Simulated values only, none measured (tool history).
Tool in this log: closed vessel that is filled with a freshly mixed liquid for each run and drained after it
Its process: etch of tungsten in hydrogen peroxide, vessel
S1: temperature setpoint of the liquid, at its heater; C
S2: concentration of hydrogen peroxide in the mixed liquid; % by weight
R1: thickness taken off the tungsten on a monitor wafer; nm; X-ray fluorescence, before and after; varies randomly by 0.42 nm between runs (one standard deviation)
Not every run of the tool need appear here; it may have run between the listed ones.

{"run": 1, "day": 0.0, "S1": 49, "S2": 16.5, "time in the liquid (s)": 90, "R1": 65.912}
{"run": 2, "day": 0.217, "S1": 49, "S2": 16.5, "time in the liquid (s)": 95, "R1": 69.283}
{"run": 3, "day": 0.329, "S1": 49, "S2": 16.5, "time in the liquid (s)": 95, "R1": 68.962}
{"run": 4, "day": 0.483, "S1": 48, "S2": 16.5, "time in the liquid (s)": 95, "R1": 64.651}
{"run": 5, "day": 0.717, "S1": 47, "S2": 16.5, "time in the liquid (s)": 95, "R1": 60.515}
{"run": 6, "day": 0.979, "S1": 47, "S2": 16.5, "time in the liquid (s)": 95, "R1": 60.36}
{"run": 7, "day": 1.333, "S1": 46.5, "S2": 16.5, "time in the liquid (s)": 95, "R1": 58.967}
{"run": 8, "day": 1.662, "S1": 46, "S2": 16.5, "time in the liquid (s)": 95, "R1": 57.773}
{"run": 9, "day": 1.821, "S1": 45.5, "S2": 16.5, "time in the liquid (s)": 95, "R1": 55.453}
{"run": 10, "day": 1.888, "S1": 45, "S2": 16.5, "time in the liquid (s)": 95, "R1": 53.768}

Run 11 is up next; what results do you expect?
{"run": 11, "day": 2.058, "S1": 44.5, "S2": 16.5, "time in the liquid (s)": 95, "R1": "?"}

Run 11 measured R1 52.279 nm.
